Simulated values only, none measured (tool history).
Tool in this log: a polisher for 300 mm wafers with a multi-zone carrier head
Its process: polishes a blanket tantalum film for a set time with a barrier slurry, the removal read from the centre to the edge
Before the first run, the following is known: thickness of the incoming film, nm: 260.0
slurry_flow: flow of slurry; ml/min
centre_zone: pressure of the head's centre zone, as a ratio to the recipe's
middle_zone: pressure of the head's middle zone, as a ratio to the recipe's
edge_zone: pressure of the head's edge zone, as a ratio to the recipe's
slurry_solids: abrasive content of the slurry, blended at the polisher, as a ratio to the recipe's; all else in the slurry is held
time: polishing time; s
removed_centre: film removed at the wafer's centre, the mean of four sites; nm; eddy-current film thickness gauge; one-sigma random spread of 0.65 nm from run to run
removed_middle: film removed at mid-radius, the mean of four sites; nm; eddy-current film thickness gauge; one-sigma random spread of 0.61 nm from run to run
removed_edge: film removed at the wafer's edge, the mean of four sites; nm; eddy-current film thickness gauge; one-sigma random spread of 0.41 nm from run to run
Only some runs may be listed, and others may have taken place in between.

run    day  slurry_flow  centre_zone  middle_zone  edge_zone  slurry_solids  time  removed_centre  removed_middle  removed_edge
  1      0          205            1            1          1              1    61          74.787          74.235        77.471
  2  0.062          205            1            1          1            1.2    61          78.977          75.686        80.501
  3  0.246          200         1.01         0.97       0.98            1.1    57          73.975           69.32        72.094
  4  0.379          195         1.01         0.94       0.99              1    54          65.445          61.749        66.857
  5  0.517          195         1.01         0.87       0.99              1    54          66.933          57.943        67.083
  6  0.746          190         1.01         0.86       0.98            0.9    52          61.283          53.347        63.163
  7  0.933          190         1.02         0.86       0.96           0.85    51           60.74          51.217        59.605
  8  0.962          185         1.01         0.86       0.94            0.8    51          58.984          49.895        57.939
  9  0.992          180            1         0.86       0.92           0.75    51          56.616          48.719        56.287
 10  1.171          175            1         0.86        0.9            0.7    51          54.295          49.269        53.641
 11  1.283          175            1         0.85        0.9           0.65    51          53.829           45.76        52.699
 12  1.504          170            1         0.85       0.89           0.65    51          53.148          45.837        51.513
 13  1.608          165            1         0.85       0.89           0.65    51          51.864          44.687        50.864
 14  1.808          160            1         0.85       0.89           0.65    51          51.811          45.308        52.225
 15  1.946          160            1         0.85       0.89           0.65    51          52.564           45.79        51.489

What does the tool deliver on the next run?
     2.004  -- slurry nozzle cleaned
 16  2.004          155            1         0.85       0.88           0.65    51               ?               ?             ?

Run 16 gave removed_centre 55.463 nm, removed_middle 47.208 nm, removed_edge 53.129 nm.

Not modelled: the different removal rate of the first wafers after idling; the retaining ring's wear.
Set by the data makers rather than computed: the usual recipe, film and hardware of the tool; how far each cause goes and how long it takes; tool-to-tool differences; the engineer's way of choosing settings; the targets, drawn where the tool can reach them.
